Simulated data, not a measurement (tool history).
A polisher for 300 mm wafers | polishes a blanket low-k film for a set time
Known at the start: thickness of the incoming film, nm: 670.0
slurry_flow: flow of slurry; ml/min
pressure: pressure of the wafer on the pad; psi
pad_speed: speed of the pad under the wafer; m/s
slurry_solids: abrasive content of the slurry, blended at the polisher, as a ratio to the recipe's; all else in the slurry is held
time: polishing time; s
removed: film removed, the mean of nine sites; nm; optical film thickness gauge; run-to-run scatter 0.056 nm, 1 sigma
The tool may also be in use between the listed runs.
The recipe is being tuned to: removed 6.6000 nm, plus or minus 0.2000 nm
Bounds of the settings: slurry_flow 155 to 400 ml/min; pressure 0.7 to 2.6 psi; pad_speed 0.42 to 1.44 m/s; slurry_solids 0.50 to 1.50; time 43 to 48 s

run    day  slurry_flow  pressure  pad_speed  slurry_solids  time  removed
  1  0.000          255       1.6       0.92           1.00    48  11.5180
  2  0.233          255       1.4       0.92           1.00    48  10.1800
  3  0.408          255       1.4       0.76           1.00    48   8.8239
  4  0.692          305       1.4       0.76           1.00    48   8.9806
  5  0.854          360       1.4       0.76           1.00    48   9.0187
  6  1.079          360       1.2       0.76           1.00    48   7.9171
  7  1.362          360       1.1       0.76           1.00    48   7.3133
  8  1.629          345       0.9       0.76           1.00    48   5.9188
  9  1.996          350       0.9       0.76           1.00    48   6.0955

Of the 4 settings listed for the next run, only one would bring every result within its allowed miss of target. Which one?
  A  2.362          360       0.8       0.84           1.15    44        ?
  B  2.362          215       1.0       0.64           1.30    43        ?
  C  2.362          340       0.9       0.82           1.05    48        ?
  D  2.362          275       1.3       0.58           0.90    47        ?

move  removed
   A   5.7162
   B   5.5901
   C   6.4353
   D   5.9872
A: misses by more than the last run did
B: misses by more than the last run did
C: every result within its allowed miss
D: misses by more than the last run did
C meets every target.
